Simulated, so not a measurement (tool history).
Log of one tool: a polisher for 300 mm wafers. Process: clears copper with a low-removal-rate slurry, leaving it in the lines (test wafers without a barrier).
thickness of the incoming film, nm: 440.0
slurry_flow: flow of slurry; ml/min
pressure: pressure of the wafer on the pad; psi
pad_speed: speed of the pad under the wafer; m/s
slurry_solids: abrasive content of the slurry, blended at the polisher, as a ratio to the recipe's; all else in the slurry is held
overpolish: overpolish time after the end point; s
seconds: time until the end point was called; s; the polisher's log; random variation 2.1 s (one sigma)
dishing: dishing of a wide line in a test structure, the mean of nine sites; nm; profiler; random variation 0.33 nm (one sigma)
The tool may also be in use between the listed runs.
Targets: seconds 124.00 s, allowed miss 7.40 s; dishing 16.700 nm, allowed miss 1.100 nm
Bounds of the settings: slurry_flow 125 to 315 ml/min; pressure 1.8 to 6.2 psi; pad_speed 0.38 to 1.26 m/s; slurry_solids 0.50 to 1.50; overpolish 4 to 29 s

{"run": 1, "hour": 0.0, "slurry_flow": 205, "pressure": 4.0, "pad_speed": 0.82, "slurry_solids": 1.0, "overpolish": 15, "seconds": 157.36, "dishing": 29.803}
{"run": 2, "hour": 1.8, "slurry_flow": 205, "pressure": 4.0, "pad_speed": 0.84, "slurry_solids": 1.0, "overpolish": 12, "seconds": 153.5, "dishing": 24.998}
{"run": 3, "hour": 8.9, "slurry_flow": 205, "pressure": 4.0, "pad_speed": 0.84, "slurry_solids": 1.0, "overpolish": 17, "seconds": 155.84, "dishing": 33.633}
{"run": 4, "hour": 17.7, "slurry_flow": 205, "pressure": 4.0, "pad_speed": 0.84, "slurry_solids": 1.0, "overpolish": 14, "seconds": 147.66, "dishing": 27.59}
{"run": 5, "hour": 23.6, "slurry_flow": 205, "pressure": 4.0, "pad_speed": 0.72, "slurry_solids": 1.0, "overpolish": 14, "seconds": 176.9, "dishing": 25.872}
{"run": 6, "hour": 26.5, "slurry_flow": 205, "pressure": 4.0, "pad_speed": 0.72, "slurry_solids": 1.0, "overpolish": 18, "seconds": 182.77, "dishing": 31.397}
{"run": 7, "hour": 33.6, "slurry_flow": 210, "pressure": 4.3, "pad_speed": 0.86, "slurry_solids": 1.05, "overpolish": 11, "seconds": 136.91, "dishing": 25.033}
{"run": 8, "hour": 41.3, "slurry_flow": 215, "pressure": 4.3, "pad_speed": 0.86, "slurry_solids": 1.1, "overpolish": 9, "seconds": 134.76, "dishing": 21.783}
{"run": 9, "hour": 44.2, "slurry_flow": 215, "pressure": 4.3, "pad_speed": 0.86, "slurry_solids": 1.1, "overpolish": 8, "seconds": 135.25, "dishing": 19.942}
{"run": 10, "hour": 49.3, "slurry_flow": 215, "pressure": 4.4, "pad_speed": 0.86, "slurry_solids": 1.1, "overpolish": 7, "seconds": 129.3, "dishing": 18.075}

Which of these 5 next moves meets every target?
{"run": "A", "hour": 54.4, "slurry_flow": 220, "pressure": 4.7, "pad_speed": 1.06, "slurry_solids": 1.15, "overpolish": 5, "seconds": "?", "dishing": "?"}
{"run": "B", "hour": 54.4, "slurry_flow": 185, "pressure": 3.7, "pad_speed": 1.1, "slurry_solids": 1.1, "overpolish": 6, "seconds": "?", "dishing": "?"}
{"run": "C", "hour": 54.4, "slurry_flow": 210, "pressure": 4.6, "pad_speed": 0.9, "slurry_solids": 1.1, "overpolish": 7, "seconds": "?", "dishing": "?"}
{"run": "D", "hour": 54.4, "slurry_flow": 230, "pressure": 4.0, "pad_speed": 0.84, "slurry_solids": 1.1, "overpolish": 7, "seconds": "?", "dishing": "?"}
{"run": "E", "hour": 54.4, "slurry_flow": 230, "pressure": 4.5, "pad_speed": 1.12, "slurry_solids": 0.95, "overpolish": 6, "seconds": "?", "dishing": "?"}

move=A seconds=102.56 dishing=16.591
move=B seconds=125.58 dishing=16.215
move=C seconds=124.58 dishing=18.809
move=D seconds=148.42 dishing=16.056
move=E seconds=104.88 dishing=19.099
A: brings the result that was furthest off to its target, and leaves another outside
B: meets every target
C: further off than the last run
D: brings the result that was furthest off to its target, and leaves another outside
E: further off than the last run
The right move is B.
